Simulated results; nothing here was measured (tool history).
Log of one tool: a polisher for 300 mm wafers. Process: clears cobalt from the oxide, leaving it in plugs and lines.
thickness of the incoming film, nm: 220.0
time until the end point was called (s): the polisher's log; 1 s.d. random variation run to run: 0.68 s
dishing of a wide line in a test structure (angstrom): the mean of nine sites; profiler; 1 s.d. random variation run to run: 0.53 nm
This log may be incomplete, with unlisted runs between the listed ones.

run  hour  flow of slurry (ml/min)  pressure of the wafer on the pad (psi)  speed of the pad under the wafer (m/s)  overpolish time after the end point (s)  time until the end point was called (s)  dishing of a wide line in a test structure (angstrom)
  1   0.0                      240                                     1.6                                    1.00                                       24                                   51.985                                                 664.35
  2   1.4                      240                                     1.6                                    1.00                                       17                                   50.766                                                 525.56
  3   4.3                      240                                     1.6                                    1.00                                       12                                   50.887                                                 415.60
  4   8.6                      240                                     1.7                                    1.00                                       12                                   50.502                                                 426.46
  5  12.1                      240                                     1.7                                    1.00                                       19                                   49.195                                                 588.99
  6  13.4                      240                                     1.6                                    1.00                                       19                                   52.018                                                 577.42
  7  19.6                      240                                     1.7                                    0.98                                       17                                   50.338                                                 557.21
  8  20.1                      240                                     1.7                                    1.04                                       16                                   48.092                                                 537.16

What does the tool deliver on the next run?
  9  26.1                      245                                     1.7                                    1.06                                       14                                        ?                                                      ?

time until the end point was called (s): 47.075
dishing of a wide line in a test structure (angstrom): 499.44

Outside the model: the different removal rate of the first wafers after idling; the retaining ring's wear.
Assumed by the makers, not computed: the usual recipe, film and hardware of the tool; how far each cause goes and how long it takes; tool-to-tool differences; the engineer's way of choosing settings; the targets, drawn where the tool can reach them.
